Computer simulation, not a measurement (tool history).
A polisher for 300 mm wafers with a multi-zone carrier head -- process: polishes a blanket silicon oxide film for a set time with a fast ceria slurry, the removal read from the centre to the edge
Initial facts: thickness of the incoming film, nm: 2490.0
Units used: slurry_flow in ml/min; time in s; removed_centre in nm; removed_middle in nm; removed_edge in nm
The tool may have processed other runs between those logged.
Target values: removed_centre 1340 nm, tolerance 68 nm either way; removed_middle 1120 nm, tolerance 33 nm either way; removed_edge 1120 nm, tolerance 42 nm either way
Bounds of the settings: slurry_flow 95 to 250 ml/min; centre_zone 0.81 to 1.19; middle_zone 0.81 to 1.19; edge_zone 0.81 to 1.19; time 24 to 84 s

run	hour	slurry_flow	centre_zone	middle_zone	edge_zone	time	removed_centre	removed_middle	removed_edge
1	0	160	1	1	1	54	915.87	924.37	894.51
2	5.9	165	1.03	1	1.02	55	985.3	942.7	924.95
3	10.5	165	1.03	1.06	1.02	55	948.84	986.03	922.64
4	17.4	165	1.03	1.06	1.1	55	959.93	975.79	949.77
5	23.3	165	0.95	1.06	1.1	55	873.76	1001.1	970.39
6	27.6	170	0.98	1.06	1.11	56	924.3	1011.2	979.23
7	36.1	175	1	1.06	1.11	57	991.81	1023.4	985.74
8	43.4	175	1.01	1.05	1.12	58	977.18	1047.4	1013.3
9	45.8	175	1.04	1.04	1.12	59	1065.6	1062.3	1039
10	51.6	180	1.06	1.03	1.13	59	1067.4	1055.8	1032.2
11	60	180	1.08	1.02	1.13	60	1114.5	1064.9	1035.2
12	65.3	180	1.09	1.01	1.14	61	1126	1049.8	1081.7
13	66.7	185	1.1	1.01	1.14	61	1143.6	1086.8	1077.2
14	68.2	185	1.1	1.01	1.14	61	1169.8	1070.2	1098
15	69.3	185	1.1	1.01	1.14	61	1143.8	1078.5	1071.5
16	75.2	185	1.11	1	1.14	62	1185.8	1088.1	1108

Which of these 4 next moves meets every target?
A	81.1	160	1.19	0.97	1.04	66	?	?	?
B	81.1	160	1.19	0.99	1.12	72	?	?	?
C	81.1	175	1.16	0.93	1.15	68	?	?	?
D	81.1	160	1.19	0.96	1.16	67	?	?	?

move	removed_centre	removed_middle	removed_edge
A	1310.3	1104.8	1095.2
B	1429.6	1222.5	1238.2
C	1329.6	1115.9	1193.9
D	1330.1	1113.2	1173
A: every result within its allowed miss
B: takes the biggest miss from the last run beyond its target
C: the worst result of the last run now meets its target, but another is out of spec
D: the worst result of the last run now meets its target, but another is out of spec
Move A is the one to make.
